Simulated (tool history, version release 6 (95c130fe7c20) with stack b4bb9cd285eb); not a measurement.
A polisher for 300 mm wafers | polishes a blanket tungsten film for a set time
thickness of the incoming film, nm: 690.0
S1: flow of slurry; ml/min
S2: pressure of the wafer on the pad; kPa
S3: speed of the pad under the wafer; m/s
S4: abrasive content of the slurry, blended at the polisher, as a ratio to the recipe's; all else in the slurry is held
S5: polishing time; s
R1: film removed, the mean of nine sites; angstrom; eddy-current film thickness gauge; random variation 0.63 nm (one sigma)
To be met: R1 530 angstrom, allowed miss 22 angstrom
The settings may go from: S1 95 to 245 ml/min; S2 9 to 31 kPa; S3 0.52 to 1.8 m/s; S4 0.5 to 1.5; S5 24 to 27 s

run	hour	S1	S2	S3	S4	S5	R1
1	0	155	20	1.16	1	27	1170.9
2	1.1	155	17.2	1.08	1	27	960.21
3	8.4	155	15.2	1.02	1	27	797.63
4	12.4	155	13.8	1	1	27	722.1
5	16.5	140	13.8	1	1	27	706.35
6	24.5	135	12.4	1	1	27	626.62
7	31	125	11.7	1	1	27	582.91
8	37	120	11.7	1	1	27	583.03
9	42.3	115	11.7	1	1	27	585.95

5 next moves are on the table. One of them brings every result within its allowed miss. Which?
A	47.6	105	11	0.98	0.9	25	?
B	47.6	130	13.1	1.04	1.15	26	?
C	47.6	95	13.8	0.82	1	24	?
D	47.6	115	10.3	1.02	0.95	25	?
E	47.6	135	10.3	1.08	1.2	24	?

move	R1
A	466.54
B	675.16
C	468.66
D	472.13
E	526.01
A: takes the result that was furthest off past its target
B: further off than the last run
C: takes the result that was furthest off past its target
D: takes the result that was furthest off past its target
E: meets every target
Answer: E
